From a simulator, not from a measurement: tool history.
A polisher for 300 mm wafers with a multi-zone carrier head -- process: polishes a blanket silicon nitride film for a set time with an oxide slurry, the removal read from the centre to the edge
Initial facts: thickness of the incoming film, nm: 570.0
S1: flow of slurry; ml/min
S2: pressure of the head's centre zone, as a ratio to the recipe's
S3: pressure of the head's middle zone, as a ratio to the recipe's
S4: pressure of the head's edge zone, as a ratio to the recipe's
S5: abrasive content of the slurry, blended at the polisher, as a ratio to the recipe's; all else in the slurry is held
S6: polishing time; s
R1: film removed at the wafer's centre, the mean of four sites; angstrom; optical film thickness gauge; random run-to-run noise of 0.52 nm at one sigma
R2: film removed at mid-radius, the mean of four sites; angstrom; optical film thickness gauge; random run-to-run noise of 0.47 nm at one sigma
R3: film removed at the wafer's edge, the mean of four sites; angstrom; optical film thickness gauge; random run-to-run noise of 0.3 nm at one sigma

run,day,S1,S2,S3,S4,S5,S6,R1,R2,R3
1,0.000,175,1.00,1.00,1.00,1.00,85,692.79,703.54,698.93
2,0.296,130,1.00,1.00,1.00,1.00,85,654.46,655.68,671.60
3,0.512,130,0.99,0.99,0.99,0.95,85,634.53,647.05,661.01
4,0.808,130,0.99,0.99,0.99,0.95,68,503.72,519.93,523.48
5,1.012,130,0.99,0.99,0.92,0.95,68,505.59,508.08,506.73
6,1.154,130,0.99,0.99,0.98,0.95,68,509.91,511.44,521.82
7,1.417,120,0.98,0.96,0.96,0.95,68,496.45,491.37,505.69

Expected results for the next run?
8,1.575,105,0.97,0.93,0.97,0.95,68,?,?,?

R1: 461.02 angstrom
R2: 459.65 angstrom
R3: 498.71 angstrom

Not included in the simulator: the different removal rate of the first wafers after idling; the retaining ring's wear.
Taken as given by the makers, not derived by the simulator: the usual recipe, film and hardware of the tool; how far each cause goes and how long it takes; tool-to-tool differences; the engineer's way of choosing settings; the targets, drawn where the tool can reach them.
